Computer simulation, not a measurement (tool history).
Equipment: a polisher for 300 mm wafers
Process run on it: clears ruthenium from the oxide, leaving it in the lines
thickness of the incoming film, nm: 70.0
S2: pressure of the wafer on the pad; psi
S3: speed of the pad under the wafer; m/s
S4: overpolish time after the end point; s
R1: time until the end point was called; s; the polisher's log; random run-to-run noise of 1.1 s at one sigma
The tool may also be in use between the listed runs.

{"run": 1, "hour": 0.0, "flow of slurry (ml/min)": 220, "S2": 1.6, "S3": 0.96, "S4": 39, "R1": 71.415}
{"run": 2, "hour": 5.6, "flow of slurry (ml/min)": 270, "S2": 1.6, "S3": 0.96, "S4": 39, "R1": 69.437}
{"run": 3, "hour": 6.8, "flow of slurry (ml/min)": 270, "S2": 1.6, "S3": 0.96, "S4": 42, "R1": 68.481}
{"run": 4, "hour": 12.4, "flow of slurry (ml/min)": 270, "S2": 1.6, "S3": 1.04, "S4": 42, "R1": 64.865}
{"run": 5, "hour": 20.3, "flow of slurry (ml/min)": 270, "S2": 1.6, "S3": 1.04, "S4": 39, "R1": 63.673}
{"run": 6, "hour": 26.4, "flow of slurry (ml/min)": 270, "S2": 1.6, "S3": 1.04, "S4": 39, "R1": 65.707}
{"run": 7, "hour": 35.3, "flow of slurry (ml/min)": 245, "S2": 1.1, "S3": 0.92, "S4": 39, "R1": 100.9}
{"run": 8, "hour": 43.1, "flow of slurry (ml/min)": 245, "S2": 1.0, "S3": 0.92, "S4": 39, "R1": 109.85}
{"run": 9, "hour": 45.1, "flow of slurry (ml/min)": 240, "S2": 0.9, "S3": 0.92, "S4": 39, "R1": 120.36}

For run 10, what comes out?
{"run": 10, "hour": 46.0, "flow of slurry (ml/min)": 205, "S2": 0.8, "S3": 0.92, "S4": 39, "R1": "?"}

R1: 137.780 s
